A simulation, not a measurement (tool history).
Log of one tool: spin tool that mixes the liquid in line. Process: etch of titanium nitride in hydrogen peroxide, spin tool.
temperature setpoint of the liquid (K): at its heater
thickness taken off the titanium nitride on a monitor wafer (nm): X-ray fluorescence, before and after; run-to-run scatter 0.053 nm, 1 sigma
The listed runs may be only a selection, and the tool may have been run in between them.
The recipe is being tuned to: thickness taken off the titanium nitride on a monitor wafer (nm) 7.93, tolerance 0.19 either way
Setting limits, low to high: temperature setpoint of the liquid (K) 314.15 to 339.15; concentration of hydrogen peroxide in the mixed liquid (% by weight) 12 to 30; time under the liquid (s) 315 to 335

run	day	temperature setpoint of the liquid (K)	concentration of hydrogen peroxide in the mixed liquid (% by weight)	time under the liquid (s)	thickness taken off the titanium nitride on a monitor wafer (nm)
1	0	330.15	23	315	20.974
2	0.071	326.65	23	315	16.473
3	0.271	323.65	23	315	13.248
4	0.646	323.65	25.5	315	13.502
5	0.7	318.65	25.5	315	9.394
6	1	318.15	25.5	315	8.9025
7	1.321	317.65	25.5	315	8.6295
8	1.521	317.15	25.5	315	8.2995

Pick the move, out of 4, that brings all results within their allowed miss; only one does.
A	1.721	315.65	30	320	?
B	1.721	317.65	27	315	?
C	1.721	318.65	22.5	315	?
D	1.721	318.15	25.5	315	?

move	thickness taken off the titanium nitride on a monitor wafer (nm)
A	7.9436
B	8.88
C	9.1944
D	9.1029
A: hits every target within its allowed miss
B: moves away from the targets compared with the last run
C: moves away from the targets compared with the last run
D: moves away from the targets compared with the last run
The move that meets every target is A.
